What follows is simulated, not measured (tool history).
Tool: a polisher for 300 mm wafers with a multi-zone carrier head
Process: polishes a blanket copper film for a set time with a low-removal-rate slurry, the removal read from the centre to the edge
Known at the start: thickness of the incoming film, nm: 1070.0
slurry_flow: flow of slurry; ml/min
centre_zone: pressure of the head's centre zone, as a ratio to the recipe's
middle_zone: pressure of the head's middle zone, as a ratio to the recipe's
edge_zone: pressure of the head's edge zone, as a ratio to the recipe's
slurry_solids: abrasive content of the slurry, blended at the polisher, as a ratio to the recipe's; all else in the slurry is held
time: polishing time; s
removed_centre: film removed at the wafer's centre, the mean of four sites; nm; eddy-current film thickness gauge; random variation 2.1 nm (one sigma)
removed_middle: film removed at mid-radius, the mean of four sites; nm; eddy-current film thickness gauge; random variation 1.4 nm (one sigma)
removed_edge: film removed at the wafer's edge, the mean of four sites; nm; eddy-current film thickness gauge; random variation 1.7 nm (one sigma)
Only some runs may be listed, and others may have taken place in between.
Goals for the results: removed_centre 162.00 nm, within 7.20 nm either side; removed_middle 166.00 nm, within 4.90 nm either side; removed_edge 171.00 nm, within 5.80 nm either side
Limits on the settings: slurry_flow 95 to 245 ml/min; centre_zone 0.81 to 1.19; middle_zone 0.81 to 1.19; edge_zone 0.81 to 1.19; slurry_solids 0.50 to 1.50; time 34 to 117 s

{"run": 1, "day": 0.0, "slurry_flow": 155, "centre_zone": 1.0, "middle_zone": 1.0, "edge_zone": 1.0, "slurry_solids": 1.0, "time": 75, "removed_centre": 190.41, "removed_middle": 185.22, "removed_edge": 173.18}
{"run": 2, "day": 0.104, "slurry_flow": 175, "centre_zone": 1.0, "middle_zone": 1.0, "edge_zone": 1.0, "slurry_solids": 1.0, "time": 75, "removed_centre": 194.44, "removed_middle": 191.78, "removed_edge": 176.45}
{"run": 3, "day": 0.212, "slurry_flow": 175, "centre_zone": 1.0, "middle_zone": 1.06, "edge_zone": 1.0, "slurry_solids": 1.0, "time": 75, "removed_centre": 192.89, "removed_middle": 199.58, "removed_edge": 176.44}
{"run": 4, "day": 0.317, "slurry_flow": 175, "centre_zone": 1.07, "middle_zone": 1.06, "edge_zone": 1.0, "slurry_solids": 1.0, "time": 75, "removed_centre": 207.14, "removed_middle": 202.78, "removed_edge": 174.5}
{"run": 5, "day": 0.521, "slurry_flow": 190, "centre_zone": 1.07, "middle_zone": 1.06, "edge_zone": 1.0, "slurry_solids": 1.0, "time": 75, "removed_centre": 205.36, "removed_middle": 205.5, "removed_edge": 176.68}
{"day": 0.808, "done": "edge zone pressure recalibrated"}
{"run": 6, "day": 0.808, "slurry_flow": 175, "centre_zone": 1.0, "middle_zone": 1.02, "edge_zone": 1.01, "slurry_solids": 0.95, "time": 75, "removed_centre": 192.11, "removed_middle": 190.65, "removed_edge": 183.28}
{"run": 7, "day": 0.85, "slurry_flow": 160, "centre_zone": 0.97, "middle_zone": 1.01, "edge_zone": 1.0, "slurry_solids": 0.95, "time": 75, "removed_centre": 184.17, "removed_middle": 186.98, "removed_edge": 181.24}
{"run": 8, "day": 0.888, "slurry_flow": 150, "centre_zone": 0.95, "middle_zone": 1.0, "edge_zone": 0.98, "slurry_solids": 0.95, "time": 74, "removed_centre": 178.67, "removed_middle": 179.61, "removed_edge": 171.87}

Which one of the following 5 next-run settings gets every result inside its allowed miss? There is exactly one.
{"run": "A", "day": 0.925, "slurry_flow": 150, "centre_zone": 1.12, "middle_zone": 0.9, "edge_zone": 0.97, "slurry_solids": 1.05, "time": 74, "removed_centre": "?", "removed_middle": "?", "removed_edge": "?"}
{"run": "B", "day": 0.925, "slurry_flow": 160, "centre_zone": 0.82, "middle_zone": 0.92, "edge_zone": 1.11, "slurry_solids": 0.9, "time": 69, "removed_centre": "?", "removed_middle": "?", "removed_edge": "?"}
{"run": "C", "day": 0.925, "slurry_flow": 125, "centre_zone": 0.81, "middle_zone": 0.97, "edge_zone": 1.02, "slurry_solids": 0.85, "time": 75, "removed_centre": "?", "removed_middle": "?", "removed_edge": "?"}
{"run": "D", "day": 0.925, "slurry_flow": 185, "centre_zone": 0.97, "middle_zone": 0.94, "edge_zone": 0.92, "slurry_solids": 1.0, "time": 70, "removed_centre": "?", "removed_middle": "?", "removed_edge": "?"}
{"run": "E", "day": 0.925, "slurry_flow": 120, "centre_zone": 0.93, "middle_zone": 0.99, "edge_zone": 1.05, "slurry_solids": 1.2, "time": 68, "removed_centre": "?", "removed_middle": "?", "removed_edge": "?"}

move=A removed_centre=205.95 removed_middle=168.86 removed_edge=177.53
move=B removed_centre=147.78 removed_middle=155.44 removed_edge=170.16
move=C removed_centre=148.37 removed_middle=165.61 removed_edge=168.80
move=D removed_centre=179.32 removed_middle=169.33 removed_edge=165.87
move=E removed_centre=162.18 removed_middle=166.74 removed_edge=169.85
A: meets the target for the result that was furthest off, but another lies outside its allowed miss
B: carries the result that was furthest off beyond its target, to the other side
C: meets the target for the result that was furthest off, but another lies outside its allowed miss
D: meets the target for the result that was furthest off, but another lies outside its allowed miss
E: in spec on every target
Correct choice: E, which meets every target
